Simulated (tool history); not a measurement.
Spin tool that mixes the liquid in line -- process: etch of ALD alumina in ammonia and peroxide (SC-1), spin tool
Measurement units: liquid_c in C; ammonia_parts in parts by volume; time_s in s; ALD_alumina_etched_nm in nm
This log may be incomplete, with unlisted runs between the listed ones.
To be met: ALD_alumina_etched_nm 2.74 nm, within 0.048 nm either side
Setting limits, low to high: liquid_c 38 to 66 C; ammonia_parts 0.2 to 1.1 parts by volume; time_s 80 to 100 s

{"run": 1, "hour": 0.0, "liquid_c": 50, "ammonia_parts": 0.6, "time_s": 100, "ALD_alumina_etched_nm": 5.4278}
{"run": 2, "hour": 1.7, "liquid_c": 48, "ammonia_parts": 0.6, "time_s": 100, "ALD_alumina_etched_nm": 4.8445}
{"run": 3, "hour": 9.5, "liquid_c": 46, "ammonia_parts": 0.6, "time_s": 100, "ALD_alumina_etched_nm": 4.3509}
{"run": 4, "hour": 12.5, "liquid_c": 46, "ammonia_parts": 0.4, "time_s": 100, "ALD_alumina_etched_nm": 4.1579}
{"run": 5, "hour": 19.3, "liquid_c": 46, "ammonia_parts": 0.4, "time_s": 80, "ALD_alumina_etched_nm": 3.3466}
{"run": 6, "hour": 23.3, "liquid_c": 46, "ammonia_parts": 0.4, "time_s": 100, "ALD_alumina_etched_nm": 4.1967}
{"run": 7, "hour": 30.2, "liquid_c": 44.5, "ammonia_parts": 0.4, "time_s": 100, "ALD_alumina_etched_nm": 3.8203}
{"run": 8, "hour": 32.8, "liquid_c": 43.5, "ammonia_parts": 0.4, "time_s": 100, "ALD_alumina_etched_nm": 3.62}
{"run": 9, "hour": 39.3, "liquid_c": 42.5, "ammonia_parts": 0.4, "time_s": 100, "ALD_alumina_etched_nm": 3.4164}
{"run": 10, "hour": 40.0, "liquid_c": 42, "ammonia_parts": 0.4, "time_s": 100, "ALD_alumina_etched_nm": 3.3304}
{"run": 11, "hour": 48.4, "liquid_c": 41.5, "ammonia_parts": 0.4, "time_s": 100, "ALD_alumina_etched_nm": 3.2174}
{"run": 12, "hour": 54.0, "liquid_c": 41, "ammonia_parts": 0.4, "time_s": 100, "ALD_alumina_etched_nm": 3.12}
{"run": 13, "hour": 57.3, "liquid_c": 40.5, "ammonia_parts": 0.4, "time_s": 100, "ALD_alumina_etched_nm": 3.0601}
{"run": 14, "hour": 64.4, "liquid_c": 40.5, "ammonia_parts": 0.4, "time_s": 100, "ALD_alumina_etched_nm": 3.0407}
{"run": 15, "hour": 67.8, "liquid_c": 40, "ammonia_parts": 0.4, "time_s": 100, "ALD_alumina_etched_nm": 2.9516}
{"run": 16, "hour": 73.4, "liquid_c": 40, "ammonia_parts": 0.4, "time_s": 100, "ALD_alumina_etched_nm": 2.9429}

Below are 5 possible settings for the next run. Only one of them brings all results inside the allowed miss of their targets. Which is it?
{"run": "A", "hour": 79.0, "liquid_c": 38.5, "ammonia_parts": 0.45, "time_s": 100, "ALD_alumina_etched_nm": "?"}
{"run": "B", "hour": 79.0, "liquid_c": 38, "ammonia_parts": 0.7, "time_s": 95, "ALD_alumina_etched_nm": "?"}
{"run": "C", "hour": 79.0, "liquid_c": 38.5, "ammonia_parts": 0.5, "time_s": 95, "ALD_alumina_etched_nm": "?"}
{"run": "D", "hour": 79.0, "liquid_c": 43.5, "ammonia_parts": 0.2, "time_s": 100, "ALD_alumina_etched_nm": "?"}
{"run": "E", "hour": 79.0, "liquid_c": 39, "ammonia_parts": 0.35, "time_s": 95, "ALD_alumina_etched_nm": "?"}

move=A ALD_alumina_etched_nm=2.7392
move=B ALD_alumina_etched_nm=2.6346
move=C ALD_alumina_etched_nm=2.6285
move=D ALD_alumina_etched_nm=3.3981
move=E ALD_alumina_etched_nm=2.6172
A: all results land within tolerance of their targets
B: takes the biggest miss from the last run beyond its target
C: takes the biggest miss from the last run beyond its target
D: its largest miss is bigger than the last run's
E: takes the biggest miss from the last run beyond its target
So the answer is move A, the one that meets all the targets.
